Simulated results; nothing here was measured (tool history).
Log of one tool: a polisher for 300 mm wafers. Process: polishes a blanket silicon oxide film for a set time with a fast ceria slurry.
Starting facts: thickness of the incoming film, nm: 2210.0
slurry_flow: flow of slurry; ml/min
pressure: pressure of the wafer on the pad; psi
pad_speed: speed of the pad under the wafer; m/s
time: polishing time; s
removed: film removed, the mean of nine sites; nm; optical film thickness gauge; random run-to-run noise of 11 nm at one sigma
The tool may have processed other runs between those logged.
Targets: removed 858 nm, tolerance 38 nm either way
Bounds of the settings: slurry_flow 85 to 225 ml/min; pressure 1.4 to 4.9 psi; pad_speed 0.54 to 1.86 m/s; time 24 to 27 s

| run | hour | slurry_flow | pressure | pad_speed | time | removed |
|---|---|---|---|---|---|---|
| 1 | 0 | 145 | 3.1 | 1.18 | 27 | 627.86 |
| 2 | 5.9 | 145 | 3.1 | 0.9 | 27 | 472.7 |
| 3 | 13.4 | 145 | 3.5 | 0.9 | 27 | 531.14 |
| 4 | 19.1 | 145 | 3.9 | 0.92 | 27 | 595.45 |
| 5 | 22.2 | 110 | 3.9 | 0.92 | 27 | 578.81 |
| 6 | 28.4 | 110 | 4.2 | 0.96 | 27 | 645.81 |
| 7 | 29.5 | 115 | 4.4 | 0.98 | 27 | 688.43 |
| 8 | 35.2 | 115 | 4.5 | 1 | 27 | 712.18 |
| 9 | 36.5 | 115 | 4.6 | 1.02 | 27 | 733.77 |
| 10 | 38.1 | 115 | 4.7 | 1.04 | 27 | 747.49 |
| 11 | 41.3 | 115 | 4.8 | 1.08 | 27 | 793.64 |
| 12 | 49.1 | 115 | 4.8 | 1.1 | 27 | 817.74 |

5 next moves are on the table. One of them brings every result within its allowed miss. Which?
| A | 56.9 | 85 | 4.9 | 1.26 | 25 | ? |
| B | 56.9 | 125 | 4.4 | 1.18 | 25 | ? |
| C | 56.9 | 115 | 4.6 | 1.12 | 26 | ? |
| D | 56.9 | 120 | 4.8 | 1.08 | 25 | ? |
| E | 56.9 | 100 | 4.8 | 1.2 | 24 | ? |

| move | removed |
|---|---|
| A | 850.56 |
| B | 759.62 |
| C | 773.16 |
| D | 748.45 |
| E | 779.27 |
A: in spec on every target
B: lands further from the targets than the last run did
C: lands further from the targets than the last run did
D: lands further from the targets than the last run did
E: lands further from the targets than the last run did
The move that meets every target is A.
